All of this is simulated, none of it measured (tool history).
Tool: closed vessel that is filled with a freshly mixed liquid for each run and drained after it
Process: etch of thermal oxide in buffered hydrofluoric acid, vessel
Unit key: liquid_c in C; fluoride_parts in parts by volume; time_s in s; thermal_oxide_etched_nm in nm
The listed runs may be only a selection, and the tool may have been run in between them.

run,hour,liquid_c,fluoride_parts,time_s,thermal_oxide_etched_nm
1,0,20,22,100,40.365
2,2.5,20,22,100,40.064
3,7.3,19,23,100,36.733
4,10.6,19,23,100,36.957
5,18.4,17,23,100,32.838
6,22.7,17,17,100,42.448
7,24.6,17,19,100,38.081

Run 8 has not been measured yet. What should we expect?
8,33.3,17,20.5,100,?

thermal_oxide_etched_nm: 35.606 nm

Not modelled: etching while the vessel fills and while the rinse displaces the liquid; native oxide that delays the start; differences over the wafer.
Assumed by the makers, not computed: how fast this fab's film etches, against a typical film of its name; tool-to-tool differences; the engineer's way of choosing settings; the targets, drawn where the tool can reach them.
